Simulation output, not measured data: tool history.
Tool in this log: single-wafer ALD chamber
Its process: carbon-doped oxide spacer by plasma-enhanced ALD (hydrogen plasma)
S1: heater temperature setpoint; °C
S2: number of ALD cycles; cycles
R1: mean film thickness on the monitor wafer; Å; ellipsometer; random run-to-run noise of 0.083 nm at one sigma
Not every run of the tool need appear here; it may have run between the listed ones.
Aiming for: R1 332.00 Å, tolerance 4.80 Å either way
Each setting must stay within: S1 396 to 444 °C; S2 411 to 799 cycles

run 1 day=0.000 | S1=420 S2=605 | R1=268.47
run 2 day=0.117 | S1=420 S2=570 | R1=252.91
run 3 day=0.383 | S1=420 S2=519 | R1=229.19
run 4 day=0.488 | S1=420 S2=579 | R1=255.50
run 5 day=0.875 | S1=427 S2=579 | R1=250.75
run 6 day=1.233 | S1=423 S2=605 | R1=264.36
run 7 day=1.650 | S1=419 S2=625 | R1=276.96
run 8 day=1.938 | S1=416 S2=643 | R1=289.19
run 9 day=2.342 | S1=413 S2=655 | R1=296.59
run 10 day=2.738 | S1=411 S2=666 | R1=304.42
run 11 day=3.033 | S1=409 S2=673 | R1=309.50

Exercise: of the 4 proposed moves below, exactly one satisfies all targets within the stated allowed misses. Which move is it?
run A day=3.329 | S1=412 S2=759 | R1=?
run B day=3.329 | S1=414 S2=764 | R1=?
run C day=3.329 | S1=405 S2=684 | R1=?
run D day=3.329 | S1=409 S2=718 | R1=?

move=A R1=345.40
move=B R1=345.33
move=C R1=318.63
move=D R1=330.06
A: takes the biggest miss from the last run beyond its target
B: takes the biggest miss from the last run beyond its target
C: gains on the last run, yet a result remains outside its allowed miss
D: all results land within tolerance of their targets
Answer: D
